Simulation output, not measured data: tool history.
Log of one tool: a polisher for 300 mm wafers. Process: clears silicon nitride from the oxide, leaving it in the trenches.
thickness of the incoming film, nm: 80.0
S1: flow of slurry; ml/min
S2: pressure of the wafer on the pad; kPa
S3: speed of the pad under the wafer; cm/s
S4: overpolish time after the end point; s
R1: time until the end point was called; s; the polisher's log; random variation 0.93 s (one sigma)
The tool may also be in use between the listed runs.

{"run": 1, "day": 0.0, "S1": 250, "S2": 20, "S3": 80, "S4": 29, "R1": 107.38}
{"run": 2, "day": 0.35, "S1": 250, "S2": 22.8, "S3": 82, "S4": 29, "R1": 94.38}
{"run": 3, "day": 0.558, "S1": 250, "S2": 25.5, "S3": 84, "S4": 29, "R1": 81.979}
{"run": 4, "day": 0.696, "S1": 250, "S2": 25.5, "S3": 76, "S4": 29, "R1": 91.184}
{"run": 5, "day": 1.038, "S1": 250, "S2": 22.1, "S3": 76, "S4": 29, "R1": 102.19}
{"run": 6, "day": 1.388, "S1": 295, "S2": 22.1, "S3": 76, "S4": 29, "R1": 100.97}
{"run": 7, "day": 1.721, "S1": 295, "S2": 24.8, "S3": 80, "S4": 29, "R1": 87.25}
{"run": 8, "day": 1.871, "S1": 295, "S2": 26.9, "S3": 82, "S4": 29, "R1": 81.031}
{"run": 9, "day": 2.208, "S1": 295, "S2": 28.3, "S3": 86, "S4": 29, "R1": 72.491}

Forecast run 10:
{"run": 10, "day": 2.417, "S1": 295, "S2": 29, "S3": 88, "S4": 29, "R1": "?"}

{"run 10": {"R1": 70.849}}

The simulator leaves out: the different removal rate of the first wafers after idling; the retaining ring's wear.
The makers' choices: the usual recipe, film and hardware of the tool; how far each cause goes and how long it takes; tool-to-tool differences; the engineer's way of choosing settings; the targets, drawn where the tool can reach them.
